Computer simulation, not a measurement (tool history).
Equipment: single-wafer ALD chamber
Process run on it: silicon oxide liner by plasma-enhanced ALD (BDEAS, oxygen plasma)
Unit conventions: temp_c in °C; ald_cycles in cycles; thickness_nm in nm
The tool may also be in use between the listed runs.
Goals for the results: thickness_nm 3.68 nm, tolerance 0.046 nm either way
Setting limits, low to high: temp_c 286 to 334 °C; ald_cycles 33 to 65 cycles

run 1 hour=0 | temp_c=310 ald_cycles=49 | thickness_nm=4.5657
run 2 hour=2.5 | temp_c=311 ald_cycles=48 | thickness_nm=4.4815
run 3 hour=5.2 | temp_c=320 ald_cycles=48 | thickness_nm=4.417
run 4 hour=12.7 | temp_c=316 ald_cycles=48 | thickness_nm=4.4209
run 5 hour=19 | temp_c=316 ald_cycles=52 | thickness_nm=4.8032
run 6 hour=23.4 | temp_c=308 ald_cycles=52 | thickness_nm=4.8563
run 7 hour=32.3 | temp_c=316 ald_cycles=44 | thickness_nm=4.0475
run 8 hour=37.1 | temp_c=317 ald_cycles=43 | thickness_nm=3.94

4 candidate next runs follow, results not yet known. Just one meets every target within its allowed miss. Identify it.
run A hour=41.9 | temp_c=319 ald_cycles=40 | thickness_nm=?
run B hour=41.9 | temp_c=312 ald_cycles=41 | thickness_nm=?
run C hour=41.9 | temp_c=321 ald_cycles=41 | thickness_nm=?
run D hour=41.9 | temp_c=314 ald_cycles=41 | thickness_nm=?

move=A thickness_nm=3.6852
move=B thickness_nm=3.8107
move=C thickness_nm=3.7678
move=D thickness_nm=3.8012
A: every result within its allowed miss
B: closes in on the targets versus the last run, not all within tolerance yet
C: closes in on the targets versus the last run, not all within tolerance yet
D: closes in on the targets versus the last run, not all within tolerance yet
A meets every target.
